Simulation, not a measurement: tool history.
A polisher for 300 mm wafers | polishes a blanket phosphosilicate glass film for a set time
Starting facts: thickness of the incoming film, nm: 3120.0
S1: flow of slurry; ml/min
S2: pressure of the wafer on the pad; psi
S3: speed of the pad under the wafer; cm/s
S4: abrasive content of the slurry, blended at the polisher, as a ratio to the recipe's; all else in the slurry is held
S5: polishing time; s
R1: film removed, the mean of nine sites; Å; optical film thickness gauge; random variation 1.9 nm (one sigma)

run  hour   S1   S2  S3   S4  S5      R1
  1   0.0  235  3.0  98  1.0  24  1716.7
  2   6.5  235  2.8  98  1.0  24  1614.2
  3  13.9  285  2.8  98  1.0  24  1668.5
  4  16.3  285  2.6  98  1.0  24  1558.1
  5  23.6  285  2.5  98  1.0  24  1541.2
  6  32.4  285  2.5  98  1.2  24  1570.7
  7  38.3  285  2.4  98  1.2  24  1568.7
  8  39.8  285  2.3  98  1.2  24  1489.3

Run 9 has not been measured yet. What should we expect?
  9  46.0  285  2.2  98  1.2  24   ?

R1: 1458.4 Å

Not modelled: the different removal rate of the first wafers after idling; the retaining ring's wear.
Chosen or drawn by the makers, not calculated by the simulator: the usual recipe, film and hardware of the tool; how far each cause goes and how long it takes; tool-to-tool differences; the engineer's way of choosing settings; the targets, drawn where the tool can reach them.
